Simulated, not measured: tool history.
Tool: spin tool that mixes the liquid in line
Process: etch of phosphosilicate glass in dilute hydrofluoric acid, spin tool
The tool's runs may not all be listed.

run    day  temperature setpoint of the liquid (°C)  parts of water to one part of 49 % hydrofluoric acid (parts by volume)  time under the liquid (s)  thickness taken off the phosphosilicate glass on a monitor wafer (Å)
  1      0                                       24                                                                     155                        155                                                                523.56
  2  0.088                                       24                                                                     110                        155                                                                769.37
  3  0.221                                       24                                                                     130                        155                                                                633.23
  4  0.329                                       26                                                                     115                        155                                                                791.29
  5  0.671                                     27.5                                                                     115                        155                                                                843.24
  6  0.967                                     28.5                                                                     105                        155                                                                971.84
  7  1.221                                     29.5                                                                     100                        155                                                                1074.3
  8  1.496                                       30                                                                      95                        155                                                                1148.3
  9  1.617                                     30.5                                                                      90                        155                                                                1241.9

Run 10 comes next. What will it give?
 10  1.8                                     30.5                                                                      90                        155                                                                     ?

{"run 10": {"thickness taken off the phosphosilicate glass on a monitor wafer (Å)": 1238.3}}

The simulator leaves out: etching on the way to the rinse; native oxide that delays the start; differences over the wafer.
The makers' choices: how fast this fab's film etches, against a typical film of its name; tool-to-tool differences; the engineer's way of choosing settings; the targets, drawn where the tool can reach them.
